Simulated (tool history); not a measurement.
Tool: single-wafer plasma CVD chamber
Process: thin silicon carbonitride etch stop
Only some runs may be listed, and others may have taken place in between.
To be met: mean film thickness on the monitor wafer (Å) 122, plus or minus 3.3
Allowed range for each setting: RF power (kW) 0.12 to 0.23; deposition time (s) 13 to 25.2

| run | hour | RF power (kW) | deposition time (s) | mean film thickness on the monitor wafer (Å) |
|---|---|---|---|---|
| 1 | 0 | 0.175 | 19.1 | 103.94 |
| 2 | 4.4 | 0.16 | 19.1 | 99.16 |
| 3 | 8.7 | 0.15 | 19.1 | 96.531 |
| 4 | 12.5 | 0.16 | 19.3 | 101.39 |
| 5 | 14.5 | 0.17 | 19.5 | 104.4 |
| 6 | 16.8 | 0.18 | 19.5 | 106.86 |
|  | 19.9 | thermocouple changed; heater temperature recalibrated |
| 7 | 19.9 | 0.185 | 19.7 | 110.14 |
| 8 | 25.3 | 0.19 | 19.8 | 111.44 |
| 9 | 28.5 | 0.195 | 19.9 | 113.09 |
| 10 | 32.7 | 0.2 | 20 | 114.92 |
| 11 | 40.7 | 0.205 | 20.1 | 117.1 |
| 12 | 42.8 | 0.205 | 20.2 | 117.31 |
| 13 | 49 | 0.205 | 20.3 | 117.59 |
| 14 | 53.9 | 0.205 | 20.4 | 117.6 |

Below are 5 possible settings for the next run. Only one of them brings all results inside the allowed miss of their targets. Which is it?
| A | 58.8 | 0.205 | 19.3 | ? |
| B | 58.8 | 0.205 | 18.4 | ? |
| C | 58.8 | 0.215 | 18.9 | ? |
| D | 58.8 | 0.205 | 21.1 | ? |
| E | 58.8 | 0.19 | 20 | ? |

| move | mean film thickness on the monitor wafer (Å) |
|---|---|
| A | 111.99 |
| B | 106.77 |
| C | 111.76 |
| D | 122.44 |
| E | 112.54 |
A: the biggest miss grows against the last run
B: the biggest miss grows against the last run
C: the biggest miss grows against the last run
D: every result within its allowed miss
E: the biggest miss grows against the last run
D meets every target.

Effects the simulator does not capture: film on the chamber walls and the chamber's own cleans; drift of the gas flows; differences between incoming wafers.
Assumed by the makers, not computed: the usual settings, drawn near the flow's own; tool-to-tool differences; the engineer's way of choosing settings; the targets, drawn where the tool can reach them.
